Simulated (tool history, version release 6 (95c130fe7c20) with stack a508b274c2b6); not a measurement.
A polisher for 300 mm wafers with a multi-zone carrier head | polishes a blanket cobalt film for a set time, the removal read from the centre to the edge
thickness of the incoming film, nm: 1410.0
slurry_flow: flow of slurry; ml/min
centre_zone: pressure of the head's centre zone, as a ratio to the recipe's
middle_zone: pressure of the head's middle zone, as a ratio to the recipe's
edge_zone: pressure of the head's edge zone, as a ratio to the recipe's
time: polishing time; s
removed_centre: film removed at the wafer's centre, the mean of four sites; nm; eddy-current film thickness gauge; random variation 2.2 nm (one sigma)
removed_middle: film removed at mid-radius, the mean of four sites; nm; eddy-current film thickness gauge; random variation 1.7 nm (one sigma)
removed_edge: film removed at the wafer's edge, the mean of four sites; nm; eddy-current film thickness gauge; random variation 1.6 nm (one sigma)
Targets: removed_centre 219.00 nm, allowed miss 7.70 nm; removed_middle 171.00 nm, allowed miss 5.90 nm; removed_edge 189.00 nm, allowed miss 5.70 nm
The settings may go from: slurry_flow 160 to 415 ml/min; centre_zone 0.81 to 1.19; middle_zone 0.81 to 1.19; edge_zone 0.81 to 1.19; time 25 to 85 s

run	day	slurry_flow	centre_zone	middle_zone	edge_zone	time	removed_centre	removed_middle	removed_edge
1	0.000	265	1.00	1.00	1.00	55	272.70	269.00	262.75
2	0.096	260	1.01	0.98	0.99	53	257.04	254.05	249.37
3	0.338	260	1.09	0.98	0.99	53	285.03	251.87	250.03
4	0.562	255	1.09	0.96	0.98	51	270.33	240.95	236.10
5	0.908	255	1.09	1.01	0.98	51	269.02	251.04	237.65
6	0.933	250	1.09	0.99	0.98	50	258.99	239.68	231.64
7	1.058	245	1.10	0.97	0.98	49	262.50	231.74	231.11
8	1.342	240	1.10	0.95	0.97	48	258.36	220.88	223.11
9	1.371	235	1.09	0.93	0.96	47	244.22	214.02	217.46
10	1.425	230	1.09	0.92	0.95	46	237.85	213.02	213.06
11	1.729	230	1.10	0.91	0.95	45	238.60	199.96	201.45
12	1.912	225	1.10	0.90	0.95	45	238.55	199.04	203.50
13	2.246	205	1.09	0.81	0.92	40	204.74	164.55	179.46
14	2.367	205	1.09	0.81	0.92	40	206.30	162.76	178.57

4 next moves are on the table. One of them brings every result within its allowed miss. Which?
A	2.488	160	1.09	0.81	0.90	43	?	?	?
B	2.488	215	1.12	0.81	0.81	41	?	?	?
C	2.488	205	1.15	0.84	0.97	36	?	?	?
D	2.488	210	1.12	0.85	0.94	38	?	?	?

move	removed_centre	removed_middle	removed_edge
A	218.36	172.70	187.00
B	220.31	169.59	173.87
C	196.98	152.16	165.11
D	203.73	162.41	171.99
A: meets every target
B: further off than the last run
C: further off than the last run
D: further off than the last run
Move A is the one to make.
